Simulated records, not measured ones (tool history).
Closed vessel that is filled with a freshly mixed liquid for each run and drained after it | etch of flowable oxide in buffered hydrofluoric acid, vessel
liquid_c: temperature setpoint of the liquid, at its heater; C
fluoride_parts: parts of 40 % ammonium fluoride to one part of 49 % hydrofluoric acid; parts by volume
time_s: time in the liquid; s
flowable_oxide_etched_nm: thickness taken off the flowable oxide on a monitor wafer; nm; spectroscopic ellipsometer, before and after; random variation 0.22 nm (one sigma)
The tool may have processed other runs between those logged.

| run | hour | liquid_c | fluoride_parts | time_s | flowable_oxide_etched_nm |
|---|---|---|---|---|---|
| 1 | 0 | 23 | 8 | 35 | 118.17 |
| 2 | 1.9 | 21.5 | 9 | 35 | 96.658 |
| 3 | 7.3 | 18.5 | 9 | 35 | 80.942 |
| 4 | 10.3 | 21.5 | 9 | 35 | 96.02 |
| 5 | 14.6 | 21.5 | 10.5 | 35 | 85.879 |
| 6 | 15.3 | 21.5 | 10.5 | 35 | 85.613 |
| 7 | 19.9 | 20 | 11 | 35 | 75.374 |
| 8 | 25.8 | 19 | 11.5 | 35 | 68.107 |
| 9 | 27.4 | 18.5 | 11.5 | 35 | 66.116 |
| 10 | 33.1 | 18 | 11.5 | 35 | 64.702 |

Predict the results of run 11:
| 11 | 36.8 | 17.5 | 11.5 | 35 | ? |

{"run 11": {"flowable_oxide_etched_nm": 62.617}}
